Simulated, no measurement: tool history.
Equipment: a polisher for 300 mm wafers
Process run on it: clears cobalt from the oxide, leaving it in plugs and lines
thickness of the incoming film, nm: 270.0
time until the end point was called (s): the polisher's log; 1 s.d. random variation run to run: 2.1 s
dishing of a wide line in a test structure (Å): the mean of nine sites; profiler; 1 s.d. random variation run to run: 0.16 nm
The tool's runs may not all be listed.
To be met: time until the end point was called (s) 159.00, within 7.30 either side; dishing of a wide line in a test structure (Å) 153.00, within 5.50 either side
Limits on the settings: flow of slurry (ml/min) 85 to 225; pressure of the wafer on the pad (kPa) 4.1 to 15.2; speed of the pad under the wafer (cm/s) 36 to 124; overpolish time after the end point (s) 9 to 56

run  hour  flow of slurry (ml/min)  pressure of the wafer on the pad (kPa)  speed of the pad under the wafer (cm/s)  overpolish time after the end point (s)  time until the end point was called (s)  dishing of a wide line in a test structure (Å)
  1   0.0                      145                                     9.7                                       80                                       29                                   100.57                                          306.77
  2   0.8                      130                                     8.3                                       80                                       24                                   119.85                                          277.54
  3   4.6                      165                                     8.3                                       80                                       24                                   111.92                                          286.74
  4  12.3                      145                                     7.6                                       78                                       20                                   126.58                                          239.07
  5  19.5                      130                                     7.6                                       76                                       17                                   136.06                                          216.72
  6  26.6                      110                                     7.6                                       76                                       17                                   142.76                                          210.57
  7  35.6                      105                                     8.3                                       70                                       15                                   142.41                                          196.71
  8  41.1                      100                                     9.0                                       66                                       14                                   143.79                                          185.08
  9  48.0                      100                                     9.0                                       66                                       14                                   142.20                                          186.48
 10  54.7                       95                                     9.0                                       64                                       13                                   146.52                                          167.97
 11  58.8                       95                                     9.0                                       64                                       12                                   146.00                                          161.83
 12  59.5                       95                                     8.3                                       64                                        9                                   161.63                                          122.36
 13  66.2                       95                                     8.3                                       64                                       10                                   158.48                                          135.14
 14  68.1                       95                                     8.3                                       64                                       10                                   160.49                                          134.40
 15  77.2                       95                                     8.3                                       64                                       11                                   158.15                                          139.92

5 candidate next runs follow, results not yet known. Just one meets every target within its allowed miss. Identify it.
  A  86.3                      100                                     8.3                                       64                                       13                                        ?                                               ?
  B  86.3                      115                                     8.3                                       60                                       12                                        ?                                               ?
  C  86.3                      105                                     7.6                                       78                                       12                                        ?                                               ?
  D  86.3                       90                                     9.0                                       62                                       13                                        ?                                               ?
  E  86.3                       95                                     9.7                                       62                                       12                                        ?                                               ?

move  time until the end point was called (s)  dishing of a wide line in a test structure (Å)
   A                                   156.46                                          165.13
   B                                   160.17                                          153.19
   C                                   138.56                                          169.89
   D                                   154.41                                          166.62
   E                                   141.18                                          167.63
A: takes the biggest miss from the last run beyond its target
B: all results in spec
C: takes the biggest miss from the last run beyond its target
D: takes the biggest miss from the last run beyond its target
E: takes the biggest miss from the last run beyond its target
Move B is the one to make.
